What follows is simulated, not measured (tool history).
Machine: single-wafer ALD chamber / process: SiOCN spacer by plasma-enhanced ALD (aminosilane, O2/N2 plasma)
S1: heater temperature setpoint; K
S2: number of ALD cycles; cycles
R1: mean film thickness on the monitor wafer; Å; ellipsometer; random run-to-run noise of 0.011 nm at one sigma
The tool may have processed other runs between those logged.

run  hour      S1  S2      R1
  1   0.0  653.15  40  25.142
  2   7.6  646.15  40  25.084
  3  16.4  654.15  40  24.991
  4  21.7  654.15  42  26.286
     23.1  -- thermocouple changed; heater temperature recalibrated
  5  23.1  654.15  38  23.586
  6  30.0  654.15  40  24.908
  7  37.7  654.15  42  26.220

Run 8 has not been measured yet. What should we expect?
  8  38.5  654.15  43   ?

Run 8 produced R1 26.885 Å.
